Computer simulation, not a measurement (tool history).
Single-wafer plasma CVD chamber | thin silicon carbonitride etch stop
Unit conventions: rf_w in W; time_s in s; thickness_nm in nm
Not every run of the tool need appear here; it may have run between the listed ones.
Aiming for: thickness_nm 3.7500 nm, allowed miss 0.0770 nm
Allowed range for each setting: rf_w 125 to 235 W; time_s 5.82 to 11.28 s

run 1 hour=0.0 | rf_w=180 time_s=8.55 | thickness_nm=4.3751
run 2 hour=8.3 | rf_w=170 time_s=8.34 | thickness_nm=4.2191
run 3 hour=11.3 | rf_w=150 time_s=8.34 | thickness_nm=4.0990
run 4 hour=14.3 | rf_w=135 time_s=8.34 | thickness_nm=3.9480
run 5 hour=17.9 | rf_w=135 time_s=9.43 | thickness_nm=4.4821
run 6 hour=24.2 | rf_w=155 time_s=9.43 | thickness_nm=4.6260
run 7 hour=25.1 | rf_w=150 time_s=9.03 | thickness_nm=4.4340
run 8 hour=26.9 | rf_w=135 time_s=7.66 | thickness_nm=3.6434

Of the 4 settings listed for the next run, only one would bring every result within its allowed miss of target. Which one?
run A hour=28.7 | rf_w=140 time_s=7.79 | thickness_nm=?
run B hour=28.7 | rf_w=140 time_s=8.17 | thickness_nm=?
run C hour=28.7 | rf_w=135 time_s=7.13 | thickness_nm=?
run D hour=28.7 | rf_w=160 time_s=6.92 | thickness_nm=?

move=A thickness_nm=3.7364
move=B thickness_nm=3.9187
move=C thickness_nm=3.3907
move=D thickness_nm=3.4269
A: hits every target within its allowed miss
B: takes the biggest miss from the last run beyond its target
C: its largest miss is bigger than the last run's
D: its largest miss is bigger than the last run's
The right move is A.
